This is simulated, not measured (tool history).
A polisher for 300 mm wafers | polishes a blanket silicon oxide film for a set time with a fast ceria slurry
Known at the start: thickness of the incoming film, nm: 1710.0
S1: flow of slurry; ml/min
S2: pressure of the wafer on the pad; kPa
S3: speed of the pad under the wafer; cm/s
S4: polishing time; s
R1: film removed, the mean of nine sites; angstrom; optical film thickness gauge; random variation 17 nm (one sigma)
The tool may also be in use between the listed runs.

run	day	S1	S2	S3	S4	R1
1	0	255	18.6	126	40	8896.4
2	0.096	255	20	126	40	9551.5
3	0.275	255	21.4	126	40	10123
4	0.512	255	21.4	126	40	10155
5	0.558	255	22.1	126	40	10473
6	0.833	255	22.8	126	40	10811
7	1.038	255	23.4	126	40	10795
8	1.346	255	24.1	126	40	11397

Forecast run 9:
9	1.596	255	24.8	126	40	?

R1: 11353 angstrom
